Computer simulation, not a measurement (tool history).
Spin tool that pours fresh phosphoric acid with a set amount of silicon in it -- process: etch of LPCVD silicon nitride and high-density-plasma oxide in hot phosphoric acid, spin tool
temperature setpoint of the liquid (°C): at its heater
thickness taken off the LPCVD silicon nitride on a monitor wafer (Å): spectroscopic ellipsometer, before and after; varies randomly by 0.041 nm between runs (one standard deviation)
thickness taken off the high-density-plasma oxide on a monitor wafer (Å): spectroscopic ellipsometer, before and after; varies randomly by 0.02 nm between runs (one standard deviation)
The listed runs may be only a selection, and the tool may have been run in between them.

run,hour,temperature setpoint of the liquid (°C),silicon dissolved in the acid as it is poured (mg a litre),time under the liquid (s),thickness taken off the LPCVD silicon nitride on a monitor wafer (Å),thickness taken off the high-density-plasma oxide on a monitor wafer (Å)
1,0,163,17,180,182.42,6.9478
2,3.6,162,15,160,156.51,6.1256
3,4.4,161,14,145,137.63,5.7307
4,6.5,162,14,145,142.87,5.657
5,11.5,160,14,145,133.97,5.2149
6,13.8,160,14,210,192.48,7.7003
7,18.3,158,10,120,102.87,3.766
8,20.1,158,9,120,103.25,3.9628

Forecast run 9:
9,27.9,158,8.5,120,?,?

Logged for run 9: thickness taken off the LPCVD silicon nitride on a monitor wafer (Å) 102.79, thickness taken off the high-density-plasma oxide on a monitor wafer (Å) 3.7064.
